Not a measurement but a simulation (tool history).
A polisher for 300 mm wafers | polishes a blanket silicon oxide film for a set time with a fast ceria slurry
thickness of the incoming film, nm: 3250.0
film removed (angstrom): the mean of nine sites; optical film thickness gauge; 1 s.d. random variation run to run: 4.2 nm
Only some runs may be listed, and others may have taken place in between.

| run | day | flow of slurry (ml/min) | pressure of the wafer on the pad (psi) | speed of the pad under the wafer (cm/s) | polishing time (s) | film removed (angstrom) |
|---|---|---|---|---|---|---|
| 1 | 0.000 | 295 | 1.9 | 108 | 91 | 9101.3 |
| 2 | 0.100 | 235 | 1.9 | 108 | 91 | 8606.9 |
| 3 | 0.196 | 225 | 1.6 | 102 | 91 | 7436.5 |
| 4 | 0.296 | 225 | 1.6 | 80 | 91 | 6272.1 |
| 5 | 0.571 | 225 | 1.6 | 100 | 91 | 7379.5 |
| 6 | 0.792 | 180 | 1.6 | 100 | 91 | 7072.9 |
| 7 | 0.988 | 180 | 1.4 | 90 | 91 | 5968.6 |

Run 8 is up next; what results do you expect?
| 8 | 1.146 | 175 | 0.9 | 70 | 91 | ? |

Run 8 yielded film removed (angstrom) 4008.2.

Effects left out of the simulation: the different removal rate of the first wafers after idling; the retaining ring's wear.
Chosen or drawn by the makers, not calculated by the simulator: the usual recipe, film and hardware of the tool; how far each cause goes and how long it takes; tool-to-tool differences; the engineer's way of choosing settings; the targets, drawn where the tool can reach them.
